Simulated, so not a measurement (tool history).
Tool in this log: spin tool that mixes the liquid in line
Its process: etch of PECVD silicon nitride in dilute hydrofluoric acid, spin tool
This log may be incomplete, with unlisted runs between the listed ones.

run  hour  temperature setpoint of the liquid (°C)  parts of water to one part of 49 % hydrofluoric acid (parts by volume)  time under the liquid (s)  thickness taken off the PECVD silicon nitride on a monitor wafer (nm)
  1   0.0                                     24.0                                                                     195                        315                                                                 3.0129
  2   6.3                                     24.0                                                                     195                        335                                                                 3.1689
  3  10.9                                     25.5                                                                     195                        335                                                                 3.4786
  4  17.0                                     26.5                                                                     185                        335                                                                 3.7591
  5  23.0                                     26.5                                                                     145                        335                                                                 4.8623
  6  31.7                                     27.0                                                                     145                        335                                                                 5.1169

Expected results for the next run?
  7  40.6                                     27.5                                                                     145                        335                                                                      ?

{"run 7": {"thickness taken off the PECVD silicon nitride on a monitor wafer (nm)": 5.2763}}
